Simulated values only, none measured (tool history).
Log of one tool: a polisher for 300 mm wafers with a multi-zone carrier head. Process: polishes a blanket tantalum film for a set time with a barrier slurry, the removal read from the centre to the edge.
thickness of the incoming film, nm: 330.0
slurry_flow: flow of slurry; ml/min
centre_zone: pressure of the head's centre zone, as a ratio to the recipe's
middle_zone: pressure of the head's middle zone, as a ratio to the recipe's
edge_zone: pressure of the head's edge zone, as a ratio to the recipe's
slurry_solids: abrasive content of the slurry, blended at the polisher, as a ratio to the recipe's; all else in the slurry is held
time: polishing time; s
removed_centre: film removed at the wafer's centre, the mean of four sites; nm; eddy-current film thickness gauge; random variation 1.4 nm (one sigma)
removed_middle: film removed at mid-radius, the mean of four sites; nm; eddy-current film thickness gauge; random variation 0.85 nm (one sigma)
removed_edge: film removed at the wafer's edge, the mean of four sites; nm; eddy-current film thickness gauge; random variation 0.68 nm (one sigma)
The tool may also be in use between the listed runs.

run 1 hour=0.0 | slurry_flow=205 centre_zone=1.00 middle_zone=1.00 edge_zone=1.00 slurry_solids=1.00 time=65 | removed_centre=123.760 removed_middle=124.70 removed_edge=124.640
run 2 hour=3.2 | slurry_flow=205 centre_zone=1.00 middle_zone=1.00 edge_zone=1.00 slurry_solids=1.10 time=65 | removed_centre=129.740 removed_middle=130.34 removed_edge=128.260
run 3 hour=7.8 | slurry_flow=205 centre_zone=1.05 middle_zone=1.00 edge_zone=1.00 slurry_solids=1.10 time=65 | removed_centre=134.780 removed_middle=129.85 removed_edge=129.620
run 4 hour=10.6 | slurry_flow=205 centre_zone=1.02 middle_zone=1.03 edge_zone=0.95 slurry_solids=1.00 time=64 | removed_centre=126.030 removed_middle=126.14 removed_edge=119.800
run 5 hour=18.5 | slurry_flow=200 centre_zone=0.99 middle_zone=1.06 edge_zone=0.91 slurry_solids=0.95 time=64 | removed_centre=120.560 removed_middle=125.88 removed_edge=114.610
run 6 hour=26.8 | slurry_flow=200 centre_zone=0.91 middle_zone=1.06 edge_zone=0.91 slurry_solids=0.95 time=64 | removed_centre=109.420 removed_middle=125.42 removed_edge=115.720
run 7 hour=31.4 | slurry_flow=165 centre_zone=0.94 middle_zone=1.15 edge_zone=0.81 slurry_solids=0.70 time=63 | removed_centre=95.475 removed_middle=111.54 removed_edge=90.417
run 8 hour=35.0 | slurry_flow=220 centre_zone=0.93 middle_zone=1.17 edge_zone=0.87 slurry_solids=0.70 time=63 | removed_centre=94.574 removed_middle=118.53 removed_edge=96.811
run 9 hour=42.0 | slurry_flow=230 centre_zone=0.95 middle_zone=1.17 edge_zone=0.88 slurry_solids=0.70 time=63 | removed_centre=98.959 removed_middle=118.60 removed_edge=97.121
run 10 hour=43.2 | slurry_flow=230 centre_zone=0.95 middle_zone=1.17 edge_zone=0.88 slurry_solids=0.70 time=63 | removed_centre=99.200 removed_middle=118.61 removed_edge=97.608

Run 11 comes next. What will it give?
run 11 hour=45.0 | slurry_flow=235 centre_zone=0.95 middle_zone=1.18 edge_zone=0.88 slurry_solids=0.70 time=63 | removed_centre=? removed_middle=? removed_edge=?

{"run 11": {"removed_centre": 98.013, "removed_middle": 119.65, "removed_edge": 97.636}}

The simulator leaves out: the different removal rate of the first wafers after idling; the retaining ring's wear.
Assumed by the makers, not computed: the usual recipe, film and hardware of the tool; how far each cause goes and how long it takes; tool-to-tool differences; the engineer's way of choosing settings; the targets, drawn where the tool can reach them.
